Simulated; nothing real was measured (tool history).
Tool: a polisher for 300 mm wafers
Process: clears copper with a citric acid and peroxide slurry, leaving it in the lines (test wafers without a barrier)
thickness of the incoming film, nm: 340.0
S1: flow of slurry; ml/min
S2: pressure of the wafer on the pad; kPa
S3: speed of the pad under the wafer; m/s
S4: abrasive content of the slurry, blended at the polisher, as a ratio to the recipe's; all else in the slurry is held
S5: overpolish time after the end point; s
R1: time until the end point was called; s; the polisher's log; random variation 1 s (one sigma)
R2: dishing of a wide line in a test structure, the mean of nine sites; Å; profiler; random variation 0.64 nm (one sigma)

{"run": 1, "hour": 0.0, "S1": 290, "S2": 24.1, "S3": 0.98, "S4": 1.0, "S5": 8, "R1": 135.66, "R2": 138.58}
{"run": 2, "hour": 0.5, "S1": 290, "S2": 24.1, "S3": 0.98, "S4": 0.85, "S5": 8, "R1": 145.62, "R2": 134.84}
{"run": 3, "hour": 6.6, "S1": 290, "S2": 24.1, "S3": 0.86, "S4": 0.85, "S5": 8, "R1": 159.95, "R2": 130.25}
{"run": 4, "hour": 8.9, "S1": 290, "S2": 24.1, "S3": 0.86, "S4": 1.0, "S5": 8, "R1": 150.25, "R2": 133.95}
{"run": 5, "hour": 11.2, "S1": 290, "S2": 25.5, "S3": 0.86, "S4": 1.0, "S5": 8, "R1": 144.57, "R2": 139.86}
{"run": 6, "hour": 18.7, "S1": 290, "S2": 25.5, "S3": 0.86, "S4": 1.2, "S5": 8, "R1": 135.21, "R2": 150.09}
{"run": 7, "hour": 21.7, "S1": 290, "S2": 26.9, "S3": 0.86, "S4": 1.2, "S5": 8, "R1": 132.74, "R2": 148.49}
{"run": 8, "hour": 26.6, "S1": 290, "S2": 28.3, "S3": 0.86, "S4": 1.2, "S5": 9, "R1": 125.99, "R2": 166.97}
{"run": 9, "hour": 27.4, "S1": 290, "S2": 29.0, "S3": 0.86, "S4": 1.2, "S5": 10, "R1": 124.45, "R2": 201.16}
{"run": 10, "hour": 34.2, "S1": 290, "S2": 29.6, "S3": 0.86, "S4": 1.2, "S5": 10, "R1": 122.21, "R2": 195.47}
{"run": 11, "hour": 35.1, "S1": 290, "S2": 30.3, "S3": 0.86, "S4": 1.2, "S5": 10, "R1": 119.51, "R2": 210.44}
{"run": 12, "hour": 41.4, "S1": 290, "S2": 31.0, "S3": 0.86, "S4": 1.2, "S5": 10, "R1": 115.06, "R2": 208.5}

The next listed run, before its measurement:
{"run": 13, "hour": 48.5, "S1": 290, "S2": 31.7, "S3": 0.86, "S4": 1.2, "S5": 10, "R1": "?", "R2": "?"}

{"run 13": {"R1": 114.68, "R2": 214.02}}
